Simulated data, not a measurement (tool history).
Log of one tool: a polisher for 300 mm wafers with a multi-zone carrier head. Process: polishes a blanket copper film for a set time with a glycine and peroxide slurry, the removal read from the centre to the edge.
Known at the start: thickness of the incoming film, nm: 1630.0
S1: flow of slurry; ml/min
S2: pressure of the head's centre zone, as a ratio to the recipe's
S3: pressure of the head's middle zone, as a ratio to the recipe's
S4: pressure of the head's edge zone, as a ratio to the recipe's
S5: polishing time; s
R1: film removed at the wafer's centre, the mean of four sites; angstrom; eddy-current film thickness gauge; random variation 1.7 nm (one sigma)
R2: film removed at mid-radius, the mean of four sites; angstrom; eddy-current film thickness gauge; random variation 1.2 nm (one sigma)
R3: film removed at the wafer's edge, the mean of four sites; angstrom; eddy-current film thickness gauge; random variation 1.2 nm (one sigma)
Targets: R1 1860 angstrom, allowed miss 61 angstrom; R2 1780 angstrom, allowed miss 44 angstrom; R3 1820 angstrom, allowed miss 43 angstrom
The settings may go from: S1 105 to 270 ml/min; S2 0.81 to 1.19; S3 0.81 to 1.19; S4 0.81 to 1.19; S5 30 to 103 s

run,hour,S1,S2,S3,S4,S5,R1,R2,R3
1,0,175,1,1,1,66,2872.9,2744.2,2771.7
2,4.5,165,0.98,0.97,0.96,60,2531.9,2462.3,2481.3
3,9.7,160,0.97,0.94,0.93,55,2269.9,2194.6,2210.5
4,17.5,160,0.97,0.94,0.93,70,2902,2784.4,2825.8
5,24.8,155,0.96,0.91,0.9,63,2588.1,2420.3,2499.9
6,32.5,150,0.95,0.9,0.88,58,2369.1,2192.8,2260
7,39.8,145,0.93,0.89,0.86,55,2210.9,2086.7,2125.1
8,44.9,140,0.92,0.88,0.85,53,2116.9,1945.5,2036.3

Which of these 5 next moves meets every target?
A,50,115,0.82,0.99,0.87,48,?,?,?
B,50,150,0.88,0.87,0.87,45,?,?,?
C,50,115,0.82,0.95,0.96,48,?,?,?
D,50,110,0.98,0.95,0.93,46,?,?,?
E,50,190,0.99,1.06,0.81,47,?,?,?

move,R1,R2,R3
A,1757.3,1938.7,1842.8
B,1775.4,1680.4,1767.6
C,1756.9,1872.5,1929.6
D,1866.7,1784.6,1815.4
E,2054.8,2123.4,1817.2
A: brings the result that was furthest off to its target, and leaves another outside
B: takes the result that was furthest off past its target
C: nearer than the last run, and not there yet
D: meets every target
E: brings the result that was furthest off to its target, and leaves another outside
Move D is the one to make.
